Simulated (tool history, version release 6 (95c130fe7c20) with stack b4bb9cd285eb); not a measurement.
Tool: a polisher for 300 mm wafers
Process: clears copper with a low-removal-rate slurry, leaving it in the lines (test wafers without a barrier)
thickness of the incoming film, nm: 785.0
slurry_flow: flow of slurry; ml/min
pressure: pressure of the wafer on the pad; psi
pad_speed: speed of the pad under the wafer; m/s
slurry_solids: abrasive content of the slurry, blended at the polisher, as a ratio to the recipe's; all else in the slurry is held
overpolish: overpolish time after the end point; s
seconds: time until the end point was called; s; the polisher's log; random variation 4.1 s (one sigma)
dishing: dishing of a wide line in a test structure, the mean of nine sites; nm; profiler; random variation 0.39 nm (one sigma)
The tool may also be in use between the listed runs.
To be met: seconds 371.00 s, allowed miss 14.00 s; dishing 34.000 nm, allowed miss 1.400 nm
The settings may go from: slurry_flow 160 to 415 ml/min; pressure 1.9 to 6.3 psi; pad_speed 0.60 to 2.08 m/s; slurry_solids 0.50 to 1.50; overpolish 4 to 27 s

run 1 hour=0.0 | slurry_flow=265 pressure=4.1 pad_speed=1.34 slurry_solids=1.00 overpolish=14 | seconds=180.58 dishing=44.102
run 2 hour=6.7 | slurry_flow=265 pressure=4.1 pad_speed=1.34 slurry_solids=1.00 overpolish=11 | seconds=180.33 dishing=35.880
run 3 hour=14.8 | slurry_flow=300 pressure=4.1 pad_speed=1.34 slurry_solids=1.00 overpolish=11 | seconds=177.75 dishing=35.820
run 4 hour=17.0 | slurry_flow=300 pressure=3.3 pad_speed=1.34 slurry_solids=1.00 overpolish=11 | seconds=218.18 dishing=29.848
run 5 hour=24.1 | slurry_flow=270 pressure=3.3 pad_speed=1.34 slurry_solids=1.00 overpolish=11 | seconds=220.68 dishing=30.024
run 6 hour=30.1 | slurry_flow=270 pressure=3.3 pad_speed=1.34 slurry_solids=1.00 overpolish=16 | seconds=218.71 dishing=40.365
run 7 hour=32.9 | slurry_flow=265 pressure=3.0 pad_speed=1.28 slurry_solids=1.00 overpolish=17 | seconds=250.86 dishing=38.332
run 8 hour=39.5 | slurry_flow=260 pressure=2.8 pad_speed=1.26 slurry_solids=1.00 overpolish=18 | seconds=272.63 dishing=37.652
run 9 hour=43.0 | slurry_flow=255 pressure=2.6 pad_speed=1.24 slurry_solids=1.00 overpolish=19 | seconds=298.70 dishing=36.504
run 10 hour=44.2 | slurry_flow=245 pressure=2.5 pad_speed=1.24 slurry_solids=1.00 overpolish=19 | seconds=303.50 dishing=34.376
run 11 hour=45.7 | slurry_flow=235 pressure=2.4 pad_speed=1.24 slurry_solids=1.00 overpolish=20 | seconds=326.81 dishing=34.682
run 12 hour=51.9 | slurry_flow=220 pressure=2.4 pad_speed=1.24 slurry_solids=1.00 overpolish=20 | seconds=325.59 dishing=34.186
run 13 hour=53.7 | slurry_flow=210 pressure=2.4 pad_speed=1.24 slurry_solids=1.00 overpolish=21 | seconds=336.64 dishing=35.354
run 14 hour=55.7 | slurry_flow=200 pressure=2.4 pad_speed=1.24 slurry_solids=1.00 overpolish=21 | seconds=327.30 dishing=35.899
run 15 hour=57.4 | slurry_flow=195 pressure=2.3 pad_speed=1.24 slurry_solids=1.00 overpolish=21 | seconds=346.13 dishing=34.323
run 16 hour=59.8 | slurry_flow=190 pressure=2.3 pad_speed=1.24 slurry_solids=1.00 overpolish=21 | seconds=347.44 dishing=33.831
run 17 hour=66.4 | slurry_flow=185 pressure=2.3 pad_speed=1.24 slurry_solids=1.00 overpolish=21 | seconds=353.18 dishing=33.703
run 18 hour=72.8 | slurry_flow=180 pressure=2.3 pad_speed=1.24 slurry_solids=1.00 overpolish=21 | seconds=350.98 dishing=33.895
run 19 hour=78.9 | slurry_flow=175 pressure=2.3 pad_speed=1.24 slurry_solids=1.00 overpolish=21 | seconds=349.19 dishing=33.493

4 next moves are on the table. One of them brings every result within its allowed miss. Which?
run A hour=85.0 | slurry_flow=160 pressure=1.9 pad_speed=1.40 slurry_solids=0.90 overpolish=24 | seconds=? dishing=?
run B hour=85.0 | slurry_flow=160 pressure=2.1 pad_speed=1.42 slurry_solids=1.00 overpolish=23 | seconds=? dishing=?
run C hour=85.0 | slurry_flow=185 pressure=2.6 pad_speed=1.02 slurry_solids=1.05 overpolish=22 | seconds=? dishing=?
run D hour=85.0 | slurry_flow=190 pressure=2.5 pad_speed=1.18 slurry_solids=1.05 overpolish=20 | seconds=? dishing=?

move=A seconds=393.77 dishing=34.170
move=B seconds=347.36 dishing=36.922
move=C seconds=365.08 dishing=34.524
move=D seconds=332.80 dishing=34.364
A: takes the result that was furthest off past its target
B: further off than the last run
C: meets every target
D: further off than the last run
Move C is the one to make.
